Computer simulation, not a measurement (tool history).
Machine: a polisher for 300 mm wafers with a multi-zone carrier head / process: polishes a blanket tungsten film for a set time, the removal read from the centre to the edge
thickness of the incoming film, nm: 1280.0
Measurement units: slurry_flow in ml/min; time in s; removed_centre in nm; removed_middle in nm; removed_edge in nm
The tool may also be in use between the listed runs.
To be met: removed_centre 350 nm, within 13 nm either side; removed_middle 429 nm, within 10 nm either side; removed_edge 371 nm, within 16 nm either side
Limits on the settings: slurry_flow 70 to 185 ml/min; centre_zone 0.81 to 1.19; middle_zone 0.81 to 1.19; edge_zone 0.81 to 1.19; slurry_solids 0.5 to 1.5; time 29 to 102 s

run,hour,slurry_flow,centre_zone,middle_zone,edge_zone,slurry_solids,time,removed_centre,removed_middle,removed_edge
1,0,120,1,1,1,1,65,353.25,363.36,359.98
2,7.2,130,0.98,1.03,0.99,1,65,345.48,379.18,355.41
3,16.2,140,0.97,1.04,1,1,65,354.29,383.8,357.69
4,20.1,145,0.96,1.06,1.01,1.05,65,352.27,400.08,373.6
5,26.1,145,1.03,1.06,1.01,1.05,65,387.84,399,370.08
6,30.5,145,1.01,1.08,1.01,1.05,65,371.85,408.27,362.79
7,33.1,145,1,1.09,1.02,1.05,65,375.5,408.27,377.08
8,35.6,145,1,1.09,1.02,1.05,65,367.1,408.52,375.18
9,44.6,145,0.99,1.1,1.01,1.05,65,365.11,415.26,357.39
10,45.7,145,0.98,1.11,1.02,1.05,65,367.98,417.6,377.52
11,54,145,0.97,1.12,1.01,1.05,65,360.62,415.43,372.77

Consider the 5 candidate settings below. Which is the only one whose results all fall within their allowed miss of target?
A,62.3,125,0.98,1.1,1.1,1.05,65,?,?,?
B,62.3,170,0.93,1.19,1.02,1.1,64,?,?,?
C,62.3,130,0.97,1.18,1.04,1.15,63,?,?,?
D,62.3,140,0.98,1.08,1.04,0.9,70,?,?,?
E,62.3,180,0.98,1.19,0.94,1.15,59,?,?,?

move,removed_centre,removed_middle,removed_edge
A,349.7,399.58,376.16
B,350.18,448.46,374.13
C,347.47,425.58,365.58
D,367.13,412.03,381.09
E,348.04,422.32,338.11
A: its largest miss is bigger than the last run's
B: the result that was furthest off in the last run now lies on the other side of its target
C: hits every target within its allowed miss
D: its largest miss is bigger than the last run's
E: gets the furthest-off result to its target, but another result is out of tolerance
Move C is the one to make.
